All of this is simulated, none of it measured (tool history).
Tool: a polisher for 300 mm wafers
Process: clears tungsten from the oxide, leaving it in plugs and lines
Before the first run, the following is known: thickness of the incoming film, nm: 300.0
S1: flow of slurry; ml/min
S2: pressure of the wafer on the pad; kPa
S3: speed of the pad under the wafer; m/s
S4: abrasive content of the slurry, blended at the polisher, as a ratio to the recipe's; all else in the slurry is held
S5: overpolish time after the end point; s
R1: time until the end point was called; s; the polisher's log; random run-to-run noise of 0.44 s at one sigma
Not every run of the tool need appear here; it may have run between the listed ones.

{"run": 1, "hour": 0.0, "S1": 185, "S2": 30.3, "S3": 1.14, "S4": 1, "S5": 9, "R1": 51.822}
{"run": 2, "hour": 5.7, "S1": 185, "S2": 30.3, "S3": 1.14, "S4": 0.8, "S5": 9, "R1": 54.832}
{"run": 3, "hour": 7.7, "S1": 185, "S2": 33.8, "S3": 1.16, "S4": 0.8, "S5": 9, "R1": 50.567}
{"run": 4, "hour": 12.2, "S1": 185, "S2": 33.8, "S3": 1.4, "S4": 0.8, "S5": 9, "R1": 43.379}
{"hour": 16.6, "done": "slurry tank refilled with fresh slurry and peroxide"}
{"run": 5, "hour": 16.6, "S1": 185, "S2": 33.8, "S3": 1.4, "S4": 0.6, "S5": 9, "R1": 35.822}
{"run": 6, "hour": 24.1, "S1": 185, "S2": 29, "S3": 1.4, "S4": 0.6, "S5": 9, "R1": 40.236}

The next listed run, before its measurement:
{"run": 7, "hour": 25.0, "S1": 185, "S2": 31, "S3": 1.42, "S4": 0.6, "S5": 9, "R1": "?"}

R1: 37.797 s

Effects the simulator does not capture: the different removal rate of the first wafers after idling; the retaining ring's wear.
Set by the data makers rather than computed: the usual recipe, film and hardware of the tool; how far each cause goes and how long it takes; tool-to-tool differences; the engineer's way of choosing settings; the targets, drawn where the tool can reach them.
